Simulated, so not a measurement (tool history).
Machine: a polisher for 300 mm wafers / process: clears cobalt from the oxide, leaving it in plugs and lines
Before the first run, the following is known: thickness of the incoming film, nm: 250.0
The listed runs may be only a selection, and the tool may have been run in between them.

run    day  flow of slurry (ml/min)  pressure of the wafer on the pad (kPa)  speed of the pad under the wafer (m/s)  overpolish time after the end point (s)  time until the end point was called (s)  dishing of a wide line in a test structure (nm)
  1  0.000                      225                                    17.2                                    1.00                                       23                                   37.183                                           53.925
  2  0.104                      225                                    15.9                                    0.94                                       21                                   42.237                                           50.046
  3  0.179                      225                                    15.9                                    0.94                                       13                                   43.623                                           41.304
  4  0.483                      225                                    15.2                                    0.90                                       13                                   46.462                                           39.810
  5  0.796                      225                                    15.2                                    0.76                                       13                                   54.612                                           35.523
  6  1.092                      225                                    11.0                                    0.76                                       13                                   73.890                                           29.645
  7  1.125                      225                                     7.6                                    0.68                                       24                                  118.500                                           33.716
  8  1.458                      225                                     7.6                                    0.68                                       23                                  116.380                                           32.011

Estimate the outcome of run 9 from the log above:
  9  1.588                      225                                     8.3                                    0.68                                       21                                        ?                                                ?

{"run 9": {"time until the end point was called (s)": 108.8, "dishing of a wide line in a test structure (nm)": 31.689}}
